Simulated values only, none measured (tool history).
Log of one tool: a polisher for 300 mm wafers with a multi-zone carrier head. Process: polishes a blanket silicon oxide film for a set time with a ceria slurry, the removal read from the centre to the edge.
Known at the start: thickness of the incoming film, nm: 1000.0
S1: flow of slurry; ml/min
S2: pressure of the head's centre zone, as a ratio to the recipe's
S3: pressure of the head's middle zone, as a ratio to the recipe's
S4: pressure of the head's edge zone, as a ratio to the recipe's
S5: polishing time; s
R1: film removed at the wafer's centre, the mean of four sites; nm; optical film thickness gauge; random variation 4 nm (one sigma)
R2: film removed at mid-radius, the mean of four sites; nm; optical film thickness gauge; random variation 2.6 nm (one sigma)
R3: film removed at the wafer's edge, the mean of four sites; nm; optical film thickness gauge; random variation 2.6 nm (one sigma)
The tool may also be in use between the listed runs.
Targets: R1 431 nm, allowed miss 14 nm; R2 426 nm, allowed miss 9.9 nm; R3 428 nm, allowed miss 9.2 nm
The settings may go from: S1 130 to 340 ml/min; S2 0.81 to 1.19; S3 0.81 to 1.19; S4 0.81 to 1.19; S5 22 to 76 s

Run 1, day 0: S1 220 ml/min, S2 1, S3 1, S4 1, S5 49 s. Result: R1 310.78 nm, R2 302.3 nm, R3 310.73 nm.
Run 2, day 0.167: S1 220 ml/min, S2 1, S3 1.08, S4 1, S5 49 s. Result: R1 310.19 nm, R2 324.9 nm, R3 315.83 nm.
Run 3, day 0.317: S1 220 ml/min, S2 1, S3 1.08, S4 0.95, S5 49 s. Result: R1 306.96 nm, R2 322.03 nm, R3 305.77 nm.
Run 4, day 0.642: S1 220 ml/min, S2 1, S3 1.04, S4 0.95, S5 49 s. Result: R1 311.96 nm, R2 312.57 nm, R3 304.17 nm.
Run 5, day 0.975: S1 200 ml/min, S2 1, S3 1.04, S4 0.95, S5 49 s. Result: R1 304.88 nm, R2 306.57 nm, R3 303.53 nm.
Run 6, day 1.238: S1 200 ml/min, S2 1.03, S3 1.07, S4 1.01, S5 52 s. Result: R1 337.39 nm, R2 333.31 nm, R3 328.24 nm.
Run 7, day 1.583: S1 220 ml/min, S2 1.04, S3 1.08, S4 1.06, S5 54 s. Result: R1 357 nm, R2 355.2 nm, R3 352.52 nm.
Run 8, day 1.875: S1 235 ml/min, S2 1.05, S3 1.09, S4 1.09, S5 56 s. Result: R1 377.1 nm, R2 375.75 nm, R3 374.71 nm.
Run 9, day 2.246: S1 250 ml/min, S2 1.06, S3 1.1, S4 1.12, S5 57 s. Result: R1 393.44 nm, R2 389.75 nm, R3 392.1 nm.
Run 10, day 2.538: S1 265 ml/min, S2 1.07, S3 1.11, S4 1.14, S5 57 s. Result: R1 392.72 nm, R2 391.6 nm, R3 393.99 nm.
Run 11, day 2.567: S1 270 ml/min, S2 1.08, S3 1.12, S4 1.15, S5 58 s. Result: R1 409.14 nm, R2 404.78 nm, R3 405.63 nm.
Run 12, day 2.608: S1 280 ml/min, S2 1.08, S3 1.13, S4 1.16, S5 58 s. Result: R1 406.76 nm, R2 410.04 nm, R3 405.54 nm.
Run 13, day 2.846: S1 280 ml/min, S2 1.08, S3 1.13, S4 1.16, S5 58 s. Result: R1 406.03 nm, R2 408.14 nm, R3 404.88 nm.
Run 14, day 2.917: S1 280 ml/min, S2 1.08, S3 1.13, S4 1.17, S5 59 s. Result: R1 410.7 nm, R2 415.09 nm, R3 416.56 nm.
Run 15, day 3.275: S1 285 ml/min, S2 1.09, S3 1.13, S4 1.18, S5 59 s. Result: R1 421.57 nm, R2 417.72 nm, R3 415.66 nm.

5 next moves are on the table. One of them brings every result within its allowed miss. Which?
Run A, day 3.633: S1 295 ml/min, S2 1.06, S3 1.18, S4 1.13, S5 57 s. Result: R1 ?, R2 ?, R3 ?.
Run B, day 3.633: S1 310 ml/min, S2 1.13, S3 1.08, S4 1.19, S5 59 s. Result: R1 ?, R2 ?, R3 ?.
Run C, day 3.633: S1 290 ml/min, S2 1.09, S3 1.13, S4 1.19, S5 60 s. Result: R1 ?, R2 ?, R3 ?.
Run D, day 3.633: S1 255 ml/min, S2 1.08, S3 1.04, S4 1.15, S5 61 s. Result: R1 ?, R2 ?, R3 ?.
Run E, day 3.633: S1 335 ml/min, S2 1.12, S3 1.1, S4 1.19, S5 58 s. Result: R1 ?, R2 ?, R3 ?.

move      R1      R2      R3
   A   395.2  420.39  393.69
   B  438.23  404.95  420.64
   C  426.92  425.49  425.43
   D  423.44  397.67  421.13
   E  430.29  407.19  415.58
A: further off than the last run
B: brings the result that was furthest off to its target, and leaves another outside
C: meets every target
D: brings the result that was furthest off to its target, and leaves another outside
E: further off than the last run
Move C is the one to make.
